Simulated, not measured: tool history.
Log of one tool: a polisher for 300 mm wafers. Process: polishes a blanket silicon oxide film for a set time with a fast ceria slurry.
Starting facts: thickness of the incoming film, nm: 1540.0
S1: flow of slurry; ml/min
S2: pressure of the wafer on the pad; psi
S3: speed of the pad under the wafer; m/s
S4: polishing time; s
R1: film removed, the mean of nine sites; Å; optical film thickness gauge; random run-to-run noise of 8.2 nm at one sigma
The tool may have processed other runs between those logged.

Run 1, day 0: S1 195 ml/min, S2 3 psi, S3 1.3 m/s, S4 35 s. Result: R1 7541.8 Å.
Run 2, day 0.075: S1 195 ml/min, S2 3 psi, S3 1.02 m/s, S4 35 s. Result: R1 6060.4 Å.
Run 3, day 0.342: S1 200 ml/min, S2 3.3 psi, S3 1.04 m/s, S4 35 s. Result: R1 6583.6 Å.
Run 4, day 0.588: S1 200 ml/min, S2 3.6 psi, S3 1.1 m/s, S4 35 s. Result: R1 7512.8 Å.
Run 5, day 0.8: S1 200 ml/min, S2 3.6 psi, S3 1.1 m/s, S4 37 s. Result: R1 7866.9 Å.
Run 6, day 0.846: S1 200 ml/min, S2 3.6 psi, S3 0.82 m/s, S4 37 s. Result: R1 5996.2 Å.
Run 7, day 1.208: S1 245 ml/min, S2 4.4 psi, S3 1.18 m/s, S4 37 s. Result: R1 10281 Å.

Run 8 is up next; what results do you expect?
Run 8, day 1.438: S1 245 ml/min, S2 4.4 psi, S3 1.2 m/s, S4 37 s. Result: R1 ?.

For run 8 the tool returned R1 10491 Å.
